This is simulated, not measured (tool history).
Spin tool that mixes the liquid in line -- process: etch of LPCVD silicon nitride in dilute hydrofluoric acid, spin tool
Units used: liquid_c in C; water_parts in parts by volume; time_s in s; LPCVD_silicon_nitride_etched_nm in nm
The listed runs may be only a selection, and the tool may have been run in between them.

run  hour  liquid_c  water_parts  time_s  LPCVD_silicon_nitride_etched_nm
  1   0.0      25.0           65     265                           2.0871
  2   5.6      25.0           65     290                           2.2888
  3   9.7      25.0           55     290                           2.7158
  4  11.3      22.5           55     290                           2.3467
  5  12.8      24.0           50     290                           2.8094
  6  15.5      25.0           50     290                           3.1612

Predict the results of run 7:
  7  16.3      25.5           50     290                                ?

{"run 7": {"LPCVD_silicon_nitride_etched_nm": 3.1258}}
